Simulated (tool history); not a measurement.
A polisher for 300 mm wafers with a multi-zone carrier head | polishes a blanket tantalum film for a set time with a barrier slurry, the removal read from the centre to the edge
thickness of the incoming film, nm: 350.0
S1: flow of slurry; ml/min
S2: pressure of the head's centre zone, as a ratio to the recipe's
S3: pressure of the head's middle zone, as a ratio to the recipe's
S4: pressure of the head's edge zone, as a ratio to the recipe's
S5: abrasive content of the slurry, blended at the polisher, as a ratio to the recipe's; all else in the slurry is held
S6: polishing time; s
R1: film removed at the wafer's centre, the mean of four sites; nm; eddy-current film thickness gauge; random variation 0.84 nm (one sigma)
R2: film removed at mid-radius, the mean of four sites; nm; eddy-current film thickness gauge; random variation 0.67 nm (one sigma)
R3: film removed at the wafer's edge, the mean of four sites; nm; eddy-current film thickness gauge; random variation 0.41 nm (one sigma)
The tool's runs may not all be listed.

Run 1, hour 0.0: S1 290 ml/min, S2 1.00, S3 1.00, S4 1.00, S5 1.00, S6 54 s. Result: R1 97.722 nm, R2 95.315 nm, R3 100.670 nm.
Run 2, hour 2.6: S1 290 ml/min, S2 1.00, S3 1.00, S4 1.00, S5 0.90, S6 54 s. Result: R1 92.395 nm, R2 93.478 nm, R3 97.392 nm.
Run 3, hour 4.5: S1 290 ml/min, S2 1.00, S3 1.00, S4 1.00, S5 1.05, S6 54 s. Result: R1 98.477 nm, R2 97.856 nm, R3 102.650 nm.
Run 4, hour 8.1: S1 290 ml/min, S2 1.00, S3 1.00, S4 1.05, S5 1.05, S6 54 s. Result: R1 99.564 nm, R2 99.743 nm, R3 103.640 nm.
Run 5, hour 12.7: S1 290 ml/min, S2 1.01, S3 0.98, S4 1.03, S5 0.95, S6 51 s. Result: R1 92.974 nm, R2 89.891 nm, R3 94.342 nm.
Run 6, hour 19.4: S1 285 ml/min, S2 1.00, S3 0.95, S4 1.01, S5 0.85, S6 49 s. Result: R1 83.693 nm, R2 80.482 nm, R3 84.817 nm.
Run 7, hour 28.2: S1 220 ml/min, S2 1.03, S3 0.85, S4 1.01, S5 0.60, S6 42 s. Result: R1 59.879 nm, R2 50.058 nm, R3 60.544 nm.

The next listed run, before its measurement:
Run 8, hour 34.0: S1 230 ml/min, S2 1.03, S3 0.85, S4 1.01, S5 0.60, S6 42 s. Result: R1 ?, R2 ?, R3 ?.

R1: 61.056 nm
R2: 50.248 nm
R3: 59.561 nm

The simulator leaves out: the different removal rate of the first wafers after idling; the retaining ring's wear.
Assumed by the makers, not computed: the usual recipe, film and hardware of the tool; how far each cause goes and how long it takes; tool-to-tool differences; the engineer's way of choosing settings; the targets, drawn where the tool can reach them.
